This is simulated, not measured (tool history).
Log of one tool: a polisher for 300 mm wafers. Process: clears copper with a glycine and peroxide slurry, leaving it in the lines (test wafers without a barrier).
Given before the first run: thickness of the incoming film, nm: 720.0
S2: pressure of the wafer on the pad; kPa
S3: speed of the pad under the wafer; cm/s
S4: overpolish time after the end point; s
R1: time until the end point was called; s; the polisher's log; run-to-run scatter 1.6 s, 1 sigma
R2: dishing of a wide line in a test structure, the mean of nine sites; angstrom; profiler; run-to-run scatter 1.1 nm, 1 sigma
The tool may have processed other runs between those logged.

{"run": 1, "hour": 0.0, "flow of slurry (ml/min)": 230, "S2": 17.2, "S3": 110, "S4": 24, "R1": 148.93, "R2": 641.17}
{"run": 2, "hour": 5.9, "flow of slurry (ml/min)": 230, "S2": 20, "S3": 110, "S4": 24, "R1": 136.04, "R2": 686.69}
{"run": 3, "hour": 6.6, "flow of slurry (ml/min)": 230, "S2": 18.6, "S3": 110, "S4": 21, "R1": 141.69, "R2": 634.81}
{"run": 4, "hour": 9.6, "flow of slurry (ml/min)": 230, "S2": 18.6, "S3": 110, "S4": 11, "R1": 140.03, "R2": 380.69}
{"run": 5, "hour": 10.1, "flow of slurry (ml/min)": 230, "S2": 17.9, "S3": 110, "S4": 12, "R1": 145.94, "R2": 408.44}
{"run": 6, "hour": 12.8, "flow of slurry (ml/min)": 230, "S2": 17.9, "S3": 128, "S4": 12, "R1": 132.47, "R2": 438.66}
{"run": 7, "hour": 17.5, "flow of slurry (ml/min)": 230, "S2": 16.5, "S3": 128, "S4": 13, "R1": 138.59, "R2": 456.94}
{"run": 8, "hour": 25.8, "flow of slurry (ml/min)": 230, "S2": 15.9, "S3": 128, "S4": 13, "R1": 139.52, "R2": 424.79}
{"run": 9, "hour": 33.9, "flow of slurry (ml/min)": 230, "S2": 15.2, "S3": 126, "S4": 14, "R1": 147.77, "R2": 465.43}

What does the tool deliver on the next run?
{"run": 10, "hour": 41.8, "flow of slurry (ml/min)": 230, "S2": 14.5, "S3": 126, "S4": 14, "R1": "?", "R2": "?"}

{"run 10": {"R1": 151.85, "R2": 434.01}}
